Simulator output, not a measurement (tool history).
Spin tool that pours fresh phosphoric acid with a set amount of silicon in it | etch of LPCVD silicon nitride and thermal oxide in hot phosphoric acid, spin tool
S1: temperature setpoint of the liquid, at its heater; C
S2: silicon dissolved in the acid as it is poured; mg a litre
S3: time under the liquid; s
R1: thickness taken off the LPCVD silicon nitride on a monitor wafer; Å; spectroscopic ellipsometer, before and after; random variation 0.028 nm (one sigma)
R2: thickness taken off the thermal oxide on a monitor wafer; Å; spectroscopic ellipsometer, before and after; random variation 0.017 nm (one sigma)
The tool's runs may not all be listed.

Run 1, hour 0: S1 164 C, S2 9.5 mg a litre, S3 115 s. Result: R1 110 Å, R2 2.725 Å.
Run 2, hour 6.1: S1 164 C, S2 13 mg a litre, S3 115 s. Result: R1 109.83 Å, R2 2.8549 Å.
Run 3, hour 8.2: S1 164 C, S2 13 mg a litre, S3 145 s. Result: R1 138.27 Å, R2 3.2309 Å.
Run 4, hour 13.2: S1 162.5 C, S2 13 mg a litre, S3 145 s. Result: R1 132.98 Å, R2 3.2912 Å.
Run 5, hour 18: S1 162.5 C, S2 13 mg a litre, S3 95 s. Result: R1 86.086 Å, R2 1.6264 Å.
Run 6, hour 25.4: S1 162.5 C, S2 13 mg a litre, S3 50 s. Result: R1 45.362 Å, R2 0.94525 Å.
Run 7, hour 33.4: S1 163 C, S2 11.5 mg a litre, S3 55 s. Result: R1 50.738 Å, R2 1.0705 Å.
Run 8, hour 42.2: S1 163.5 C, S2 11 mg a litre, S3 60 s. Result: R1 56.407 Å, R2 1.2693 Å.
Run 9, hour 43.6: S1 164 C, S2 10 mg a litre, S3 65 s. Result: R1 62.175 Å, R2 1.3196 Å.

The next listed run, before its measurement:
At hour 51.4: thermometer replaced.
Run 10, hour 51.4: S1 164.5 C, S2 10 mg a litre, S3 65 s. Result: R1 ?, R2 ?.

{"run 10": {"R1": 67.044, "R2": 1.8717}}

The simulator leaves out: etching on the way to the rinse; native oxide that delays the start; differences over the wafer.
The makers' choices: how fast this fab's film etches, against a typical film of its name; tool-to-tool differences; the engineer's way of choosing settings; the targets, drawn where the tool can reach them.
